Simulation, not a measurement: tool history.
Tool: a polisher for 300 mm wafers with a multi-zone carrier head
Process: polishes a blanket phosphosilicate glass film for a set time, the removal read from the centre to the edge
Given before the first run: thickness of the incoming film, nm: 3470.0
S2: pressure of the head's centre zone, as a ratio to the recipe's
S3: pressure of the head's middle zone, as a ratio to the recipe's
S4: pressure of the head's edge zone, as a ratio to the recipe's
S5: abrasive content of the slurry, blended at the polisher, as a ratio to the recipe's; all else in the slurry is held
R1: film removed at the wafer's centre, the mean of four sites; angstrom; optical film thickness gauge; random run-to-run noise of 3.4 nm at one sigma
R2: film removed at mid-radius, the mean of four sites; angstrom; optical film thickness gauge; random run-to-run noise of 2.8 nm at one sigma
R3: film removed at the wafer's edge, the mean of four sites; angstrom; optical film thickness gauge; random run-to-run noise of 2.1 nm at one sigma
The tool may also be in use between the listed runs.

{"run": 1, "hour": 0.0, "flow of slurry (ml/min)": 280, "S2": 1, "S3": 1, "S4": 1, "S5": 1, "polishing time (s)": 66, "R1": 5206.2, "R2": 5291.1, "R3": 5553.1}
{"run": 2, "hour": 7.1, "flow of slurry (ml/min)": 350, "S2": 1, "S3": 1, "S4": 1, "S5": 1, "polishing time (s)": 66, "R1": 5457.1, "R2": 5399.2, "R3": 5620.8}
{"run": 3, "hour": 8.2, "flow of slurry (ml/min)": 360, "S2": 0.98, "S3": 1, "S4": 0.95, "S5": 0.85, "polishing time (s)": 61, "R1": 4622.4, "R2": 4751.4, "R3": 4785.3}
{"run": 4, "hour": 13.7, "flow of slurry (ml/min)": 360, "S2": 0.98, "S3": 1, "S4": 0.95, "S5": 0.85, "polishing time (s)": 49, "R1": 3678.3, "R2": 3812.7, "R3": 3908.3}
{"run": 5, "hour": 22.4, "flow of slurry (ml/min)": 360, "S2": 1.06, "S3": 1, "S4": 0.95, "S5": 0.85, "polishing time (s)": 49, "R1": 4018, "R2": 3770.6, "R3": 3881.4}
{"run": 6, "hour": 26.1, "flow of slurry (ml/min)": 360, "S2": 1.15, "S3": 1, "S4": 0.95, "S5": 0.85, "polishing time (s)": 49, "R1": 4347.1, "R2": 3822.8, "R3": 3877.4}
{"run": 7, "hour": 29.4, "flow of slurry (ml/min)": 340, "S2": 1.09, "S3": 1, "S4": 0.91, "S5": 0.8, "polishing time (s)": 49, "R1": 4028.6, "R2": 3695.7, "R3": 3677.1}
{"run": 8, "hour": 33.3, "flow of slurry (ml/min)": 340, "S2": 1.09, "S3": 1, "S4": 0.91, "S5": 0.8, "polishing time (s)": 49, "R1": 3979.8, "R2": 3703.7, "R3": 3716.1}
{"hour": 41.9, "done": "edge zone pressure recalibrated"}
{"run": 9, "hour": 41.9, "flow of slurry (ml/min)": 320, "S2": 1.06, "S3": 1, "S4": 0.88, "S5": 0.75, "polishing time (s)": 49, "R1": 3837.9, "R2": 3580.4, "R3": 3455.2}
{"run": 10, "hour": 47.1, "flow of slurry (ml/min)": 295, "S2": 1.01, "S3": 1, "S4": 0.88, "S5": 0.75, "polishing time (s)": 49, "R1": 3613.9, "R2": 3581.3, "R3": 3395.6}

What will run 11 give?
{"run": 11, "hour": 51.5, "flow of slurry (ml/min)": 280, "S2": 0.98, "S3": 0.99, "S4": 0.89, "S5": 0.75, "polishing time (s)": 49, "R1": "?", "R2": "?", "R3": "?"}

R1: 3496.5 angstrom
R2: 3571.6 angstrom
R3: 3435.1 angstrom
